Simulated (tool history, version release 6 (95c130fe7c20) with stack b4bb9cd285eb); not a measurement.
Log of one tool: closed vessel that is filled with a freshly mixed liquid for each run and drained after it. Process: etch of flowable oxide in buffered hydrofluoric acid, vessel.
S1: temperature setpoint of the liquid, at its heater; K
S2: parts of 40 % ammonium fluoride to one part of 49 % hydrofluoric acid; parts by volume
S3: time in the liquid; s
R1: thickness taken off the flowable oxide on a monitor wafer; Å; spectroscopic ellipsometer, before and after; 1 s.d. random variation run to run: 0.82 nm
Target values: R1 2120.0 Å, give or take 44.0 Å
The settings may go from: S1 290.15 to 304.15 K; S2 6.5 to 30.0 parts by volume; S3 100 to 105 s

run    day      S1    S2   S3      R1
  1  0.000  296.15  19.5  100  1725.6
  2  0.179  298.15  19.5  100  1933.6
  3  0.367  298.15  22.0  100  1763.2
  4  0.679  298.15  22.0  105  1862.5
  5  0.988  298.15  22.0  105  1856.9
  6  1.225  298.65  22.0  105  1899.0
  7  1.475  299.15  22.0  105  1961.5
  8  1.833  299.65  22.0  105  2011.7
  9  2.217  300.15  22.0  105  2058.3

Exactly one of the 4 candidate moves below puts every result within its allowed miss. Which one?
  A  2.600  298.65  20.0  105   ?
  B  2.600  300.65  23.0  100   ?
  C  2.600  301.65  22.0  100   ?
  D  2.600  304.15  28.5  100   ?

move      R1
   A  2020.0
   B  1947.0
   C  2117.5
   D  2026.4
A: moves away from the targets compared with the last run
B: moves away from the targets compared with the last run
C: hits every target within its allowed miss
D: moves away from the targets compared with the last run
C meets every target.

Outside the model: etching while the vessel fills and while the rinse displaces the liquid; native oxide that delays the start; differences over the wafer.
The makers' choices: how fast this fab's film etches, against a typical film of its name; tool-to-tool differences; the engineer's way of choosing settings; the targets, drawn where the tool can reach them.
